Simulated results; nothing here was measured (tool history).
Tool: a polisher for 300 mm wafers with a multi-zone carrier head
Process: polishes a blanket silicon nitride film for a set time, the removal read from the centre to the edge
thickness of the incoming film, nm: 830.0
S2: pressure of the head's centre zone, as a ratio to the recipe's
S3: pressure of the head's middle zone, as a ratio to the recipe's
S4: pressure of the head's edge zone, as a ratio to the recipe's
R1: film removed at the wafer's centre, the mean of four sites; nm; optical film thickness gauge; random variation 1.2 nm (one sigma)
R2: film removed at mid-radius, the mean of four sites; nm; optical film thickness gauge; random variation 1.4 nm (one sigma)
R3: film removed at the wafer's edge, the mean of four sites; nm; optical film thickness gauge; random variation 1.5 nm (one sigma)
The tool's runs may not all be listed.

Run 1, day 0: flow of slurry (ml/min) 245, S2 1, S3 1, S4 1, polishing time (s) 70. Result: R1 150.22 nm, R2 156.92 nm, R3 151.62 nm.
Run 2, day 0.212: flow of slurry (ml/min) 245, S2 0.92, S3 1, S4 1, polishing time (s) 70. Result: R1 138.37 nm, R2 157.52 nm, R3 151.05 nm.
Run 3, day 0.329: flow of slurry (ml/min) 245, S2 0.92, S3 1.06, S4 1, polishing time (s) 70. Result: R1 139.89 nm, R2 162.81 nm, R3 148.48 nm.
Run 4, day 0.429: flow of slurry (ml/min) 240, S2 0.91, S3 1.03, S4 0.98, polishing time (s) 65. Result: R1 132.01 nm, R2 149.38 nm, R3 140.11 nm.
Run 5, day 0.658: flow of slurry (ml/min) 240, S2 0.89, S3 1.03, S4 0.98, polishing time (s) 61. Result: R1 118.58 nm, R2 142.28 nm, R3 131.88 nm.
Run 6, day 0.875: flow of slurry (ml/min) 240, S2 0.95, S3 1.03, S4 0.98, polishing time (s) 61. Result: R1 127.31 nm, R2 140.58 nm, R3 130.06 nm.

Forecast run 7:
Run 7, day 1.225: flow of slurry (ml/min) 215, S2 0.87, S3 0.96, S4 0.9, polishing time (s) 55. Result: R1 ?, R2 ?, R3 ?.

Run 7 gave R1 102.88 nm, R2 115.39 nm, R3 111.13 nm.

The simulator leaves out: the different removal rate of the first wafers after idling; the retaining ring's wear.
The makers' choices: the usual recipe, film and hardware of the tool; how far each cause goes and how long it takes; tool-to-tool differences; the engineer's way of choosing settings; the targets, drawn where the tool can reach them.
